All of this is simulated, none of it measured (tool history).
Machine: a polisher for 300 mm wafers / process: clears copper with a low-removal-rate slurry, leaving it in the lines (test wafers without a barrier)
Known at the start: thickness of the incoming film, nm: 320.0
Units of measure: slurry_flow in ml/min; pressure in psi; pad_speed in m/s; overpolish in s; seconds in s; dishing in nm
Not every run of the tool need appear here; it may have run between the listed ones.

Run 1, day 0: slurry_flow 250 ml/min, pressure 2 psi, pad_speed 0.96 m/s, slurry_solids 1, overpolish 16 s. Result: seconds 185.57 s, dishing 20.483 nm.
Run 2, day 0.267: slurry_flow 250 ml/min, pressure 2 psi, pad_speed 0.84 m/s, slurry_solids 1, overpolish 16 s. Result: seconds 215.79 s, dishing 18.76 nm.
Run 3, day 0.408: slurry_flow 250 ml/min, pressure 2.1 psi, pad_speed 0.84 m/s, slurry_solids 1, overpolish 18 s. Result: seconds 207.56 s, dishing 21.409 nm.
Run 4, day 0.675: slurry_flow 250 ml/min, pressure 2.1 psi, pad_speed 0.84 m/s, slurry_solids 1.15, overpolish 18 s. Result: seconds 198.62 s, dishing 21.654 nm.
Run 5, day 0.838: slurry_flow 245 ml/min, pressure 2.1 psi, pad_speed 0.84 m/s, slurry_solids 1.15, overpolish 20 s. Result: seconds 199.09 s, dishing 24.559 nm.
Run 6, day 1.212: slurry_flow 245 ml/min, pressure 2.1 psi, pad_speed 0.84 m/s, slurry_solids 1.15, overpolish 15 s. Result: seconds 198.05 s, dishing 18.439 nm.
Run 7, day 1.483: slurry_flow 240 ml/min, pressure 2.1 psi, pad_speed 0.84 m/s, slurry_solids 1.15, overpolish 17 s. Result: seconds 198.04 s, dishing 20.651 nm.
Run 8, day 1.796: slurry_flow 240 ml/min, pressure 2.1 psi, pad_speed 0.84 m/s, slurry_solids 1.15, overpolish 19 s. Result: seconds 199.61 s, dishing 23.336 nm.
Run 9, day 1.833: slurry_flow 240 ml/min, pressure 2.1 psi, pad_speed 0.84 m/s, slurry_solids 1.15, overpolish 19 s. Result: seconds 192.97 s, dishing 22.562 nm.
Run 10, day 2.092: slurry_flow 255 ml/min, pressure 2.1 psi, pad_speed 0.84 m/s, slurry_solids 1.1, overpolish 20 s. Result: seconds 196.91 s, dishing 23.949 nm.
Run 11, day 2.408: slurry_flow 245 ml/min, pressure 2.1 psi, pad_speed 0.84 m/s, slurry_solids 1.1, overpolish 21 s. Result: seconds 198.19 s, dishing 23.846 nm.
Run 12, day 2.729: slurry_flow 245 ml/min, pressure 2.1 psi, pad_speed 0.84 m/s, slurry_solids 1.1, overpolish 21 s. Result: seconds 200.5 s, dishing 24.276 nm.
Run 13, day 3.1: slurry_flow 245 ml/min, pressure 2.1 psi, pad_speed 0.84 m/s, slurry_solids 1.1, overpolish 22 s. Result: seconds 205.42 s, dishing 26.522 nm.

Forecast run 14:
Run 14, day 3.471: slurry_flow 245 ml/min, pressure 2.1 psi, pad_speed 0.84 m/s, slurry_solids 1.1, overpolish 23 s. Result: seconds ?, dishing ?.

Run 14 yielded seconds 198.99 s, dishing 26.065 nm.
